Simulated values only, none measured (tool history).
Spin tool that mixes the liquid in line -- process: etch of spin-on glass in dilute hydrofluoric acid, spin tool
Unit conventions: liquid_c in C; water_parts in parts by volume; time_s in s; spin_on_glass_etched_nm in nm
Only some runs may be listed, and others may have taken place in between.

run 1 hour=0 | liquid_c=26 water_parts=55 time_s=15 | spin_on_glass_etched_nm=9.8308
run 2 hour=2.2 | liquid_c=28.5 water_parts=45 time_s=15 | spin_on_glass_etched_nm=13.731
run 3 hour=5 | liquid_c=28.5 water_parts=45 time_s=15 | spin_on_glass_etched_nm=13.554
run 4 hour=12.1 | liquid_c=32 water_parts=45 time_s=15 | spin_on_glass_etched_nm=15.736
run 5 hour=16.4 | liquid_c=30.5 water_parts=45 time_s=15 | spin_on_glass_etched_nm=14.833
run 6 hour=23.9 | liquid_c=31.5 water_parts=40 time_s=15 | spin_on_glass_etched_nm=17.585
run 7 hour=27.8 | liquid_c=32 water_parts=35 time_s=15 | spin_on_glass_etched_nm=20.443

Run 8 has not been measured yet. What should we expect?
run 8 hour=36.4 | liquid_c=32.5 water_parts=35 time_s=15 | spin_on_glass_etched_nm=?

{"run 8": {"spin_on_glass_etched_nm": 20.732}}
